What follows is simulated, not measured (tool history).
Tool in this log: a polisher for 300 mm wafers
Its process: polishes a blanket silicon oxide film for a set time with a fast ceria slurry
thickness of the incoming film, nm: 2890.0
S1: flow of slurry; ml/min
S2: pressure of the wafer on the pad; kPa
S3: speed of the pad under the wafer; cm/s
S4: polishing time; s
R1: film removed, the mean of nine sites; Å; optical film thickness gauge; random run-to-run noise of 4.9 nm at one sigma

| run | hour | S1 | S2 | S3 | S4 | R1 |
|---|---|---|---|---|---|---|
| 1 | 0.0 | 155 | 20.7 | 86 | 28 | 4843.3 |
| 2 | 3.0 | 160 | 21.4 | 86 | 28 | 5045.8 |
| 3 | 7.5 | 165 | 22.1 | 86 | 28 | 5089.7 |
| 4 | 10.8 | 165 | 22.1 | 86 | 28 | 5009.4 |
| 5 | 15.3 | 165 | 22.1 | 72 | 28 | 4412.1 |
| 6 | 18.0 | 165 | 22.1 | 58 | 28 | 3656.4 |
| 7 | 19.9 | 165 | 23.4 | 60 | 28 | 3904.6 |
| 8 | 23.1 | 170 | 24.8 | 62 | 28 | 4224.6 |
| 9 | 28.9 | 170 | 26.2 | 64 | 28 | 4490.7 |

Run 10, settings as shown, results not yet in. Your forecast:
| 10 | 32.5 | 170 | 26.9 | 66 | 28 | ? |

Run 10 produced R1 4769.8 Å.
